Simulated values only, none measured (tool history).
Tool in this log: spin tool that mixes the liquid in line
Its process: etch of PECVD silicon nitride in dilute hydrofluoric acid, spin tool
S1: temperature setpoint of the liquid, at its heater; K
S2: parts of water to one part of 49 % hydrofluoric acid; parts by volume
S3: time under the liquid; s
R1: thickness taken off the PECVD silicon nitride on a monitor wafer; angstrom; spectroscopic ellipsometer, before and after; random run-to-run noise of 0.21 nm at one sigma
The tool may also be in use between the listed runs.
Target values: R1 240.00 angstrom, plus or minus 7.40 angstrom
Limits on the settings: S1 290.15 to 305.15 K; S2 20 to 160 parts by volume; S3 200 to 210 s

{"run": 1, "hour": 0.0, "S1": 297.15, "S2": 90, "S3": 200, "R1": 118.39}
{"run": 2, "hour": 4.0, "S1": 299.65, "S2": 85, "S3": 200, "R1": 146.87}
{"run": 3, "hour": 5.7, "S1": 299.65, "S2": 85, "S3": 200, "R1": 147.03}
{"run": 4, "hour": 6.4, "S1": 299.65, "S2": 85, "S3": 200, "R1": 148.26}
{"run": 5, "hour": 10.6, "S1": 299.65, "S2": 85, "S3": 200, "R1": 147.53}
{"run": 6, "hour": 19.3, "S1": 296.15, "S2": 85, "S3": 200, "R1": 117.77}
{"run": 7, "hour": 28.3, "S1": 298.65, "S2": 80, "S3": 200, "R1": 146.11}
{"run": 8, "hour": 31.4, "S1": 300.65, "S2": 75, "S3": 200, "R1": 179.56}
{"run": 9, "hour": 37.8, "S1": 302.15, "S2": 75, "S3": 200, "R1": 194.71}
{"run": 10, "hour": 43.1, "S1": 303.15, "S2": 75, "S3": 200, "R1": 210.86}
{"run": 11, "hour": 47.0, "S1": 303.65, "S2": 75, "S3": 200, "R1": 215.24}
{"run": 12, "hour": 53.4, "S1": 304.15, "S2": 75, "S3": 200, "R1": 221.96}

Pick the move, out of 4, that brings all results within their allowed miss; only one does.
{"run": "A", "hour": 59.8, "S1": 305.15, "S2": 75, "S3": 205, "R1": "?"}
{"run": "B", "hour": 59.8, "S1": 302.15, "S2": 75, "S3": 200, "R1": "?"}
{"run": "C", "hour": 59.8, "S1": 299.15, "S2": 60, "S3": 200, "R1": "?"}
{"run": "D", "hour": 59.8, "S1": 305.15, "S2": 85, "S3": 205, "R1": "?"}

move=A R1=246.99
move=B R1=199.26
move=C R1=204.47
move=D R1=217.76
A: all results land within tolerance of their targets
B: further off than the last run
C: further off than the last run
D: further off than the last run
Correct choice: A, which meets every target

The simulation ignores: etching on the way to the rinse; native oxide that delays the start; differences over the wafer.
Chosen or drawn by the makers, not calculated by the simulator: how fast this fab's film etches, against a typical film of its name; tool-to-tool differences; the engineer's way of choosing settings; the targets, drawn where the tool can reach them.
